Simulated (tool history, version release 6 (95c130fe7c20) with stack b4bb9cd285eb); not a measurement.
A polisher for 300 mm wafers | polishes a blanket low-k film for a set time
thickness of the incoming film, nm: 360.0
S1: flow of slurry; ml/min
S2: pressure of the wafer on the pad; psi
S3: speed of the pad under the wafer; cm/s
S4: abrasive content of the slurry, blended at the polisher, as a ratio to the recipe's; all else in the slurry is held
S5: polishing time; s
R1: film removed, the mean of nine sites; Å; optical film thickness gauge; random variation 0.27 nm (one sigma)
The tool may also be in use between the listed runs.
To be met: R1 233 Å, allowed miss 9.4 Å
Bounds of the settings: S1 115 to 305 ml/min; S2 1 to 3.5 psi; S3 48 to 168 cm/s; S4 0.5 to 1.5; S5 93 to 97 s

{"run": 1, "hour": 0.0, "S1": 195, "S2": 2.2, "S3": 108, "S4": 1, "S5": 93, "R1": 406.59}
{"run": 2, "hour": 1.0, "S1": 195, "S2": 2.2, "S3": 108, "S4": 1, "S5": 93, "R1": 403.22}
{"run": 3, "hour": 4.9, "S1": 195, "S2": 2.2, "S3": 92, "S4": 1, "S5": 93, "R1": 362.8}
{"run": 4, "hour": 9.0, "S1": 235, "S2": 2.2, "S3": 92, "S4": 1, "S5": 93, "R1": 370.16}
{"run": 5, "hour": 11.3, "S1": 235, "S2": 2, "S3": 92, "S4": 1, "S5": 93, "R1": 348.66}
{"run": 6, "hour": 13.3, "S1": 235, "S2": 2, "S3": 76, "S4": 1, "S5": 93, "R1": 296.63}
{"run": 7, "hour": 21.6, "S1": 230, "S2": 1.9, "S3": 76, "S4": 1, "S5": 93, "R1": 280.53}
{"run": 8, "hour": 23.4, "S1": 220, "S2": 1.8, "S3": 76, "S4": 1, "S5": 93, "R1": 279.89}
{"run": 9, "hour": 29.6, "S1": 220, "S2": 1.7, "S3": 76, "S4": 1, "S5": 93, "R1": 265.02}

Which of these 5 next moves meets every target?
{"run": "A", "hour": 35.8, "S1": 240, "S2": 1.4, "S3": 80, "S4": 1, "S5": 95, "R1": "?"}
{"run": "B", "hour": 35.8, "S1": 225, "S2": 2.1, "S3": 90, "S4": 0.55, "S5": 97, "R1": "?"}
{"run": "C", "hour": 35.8, "S1": 195, "S2": 1.6, "S3": 88, "S4": 0.7, "S5": 97, "R1": "?"}
{"run": "D", "hour": 35.8, "S1": 170, "S2": 1.9, "S3": 54, "S4": 1.1, "S5": 97, "R1": "?"}
{"run": "E", "hour": 35.8, "S1": 225, "S2": 1.3, "S3": 68, "S4": 0.95, "S5": 93, "R1": "?"}

move=A R1=263.46
move=B R1=257.61
move=C R1=249.06
move=D R1=232.11
move=E R1=210.99
A: as far off as the last run
B: nearer than the last run, and not there yet
C: nearer than the last run, and not there yet
D: meets every target
E: takes the result that was furthest off past its target
Move D is the one to make.
